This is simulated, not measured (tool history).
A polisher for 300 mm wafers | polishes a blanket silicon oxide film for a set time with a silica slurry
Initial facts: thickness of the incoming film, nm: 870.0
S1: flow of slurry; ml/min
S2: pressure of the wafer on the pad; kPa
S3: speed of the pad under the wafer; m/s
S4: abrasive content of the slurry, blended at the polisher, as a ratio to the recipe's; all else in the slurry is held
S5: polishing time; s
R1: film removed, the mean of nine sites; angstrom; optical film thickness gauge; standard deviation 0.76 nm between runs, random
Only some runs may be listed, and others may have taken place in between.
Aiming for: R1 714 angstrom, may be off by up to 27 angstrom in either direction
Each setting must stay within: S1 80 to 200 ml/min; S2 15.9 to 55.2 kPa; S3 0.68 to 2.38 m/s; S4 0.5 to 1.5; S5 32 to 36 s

run    day   S1    S2    S3  S4  S5      R1
  1      0  130  35.2  1.52   1  36  1474.4
  2  0.254  125  30.3  1.46   1  36  1248.8
  3  0.521  125  26.9  1.46   1  36  1108.4
  4  0.754  125  26.9  1.46   1  32  969.44
  5  1.104  125  17.9  1.46   1  32  666.66
  6   1.45  125  15.9  1.46   1  32  597.76
  7  1.812  125  16.5  1.46   1  32  614.49
  8  2.008  125  17.2  1.46   1  32     653
  9  2.346  125  17.9  1.46   1  32  668.23

Next run, 5 choices. One meets every target within its allowed miss, the rest don't. Which?
  A  2.683  150  16.5   1.6   1.1  32   ?
  B  2.683  135  18.6  1.58   0.9  36   ?
  C  2.683  130  15.9  1.46  1.05  33   ?
  D  2.683  145  15.9  1.36   1.1  34   ?
  E  2.683  120  16.5  1.62  1.05  36   ?

move      R1
   A  722.12
   B  798.71
   C  644.63
   D  654.87
   E  779.56
A: every result lands within tolerance
B: takes the result that was furthest off past its target
C: moves away from the targets compared with the last run
D: moves away from the targets compared with the last run
E: takes the result that was furthest off past its target
A is the move that brings every result within its allowed miss.
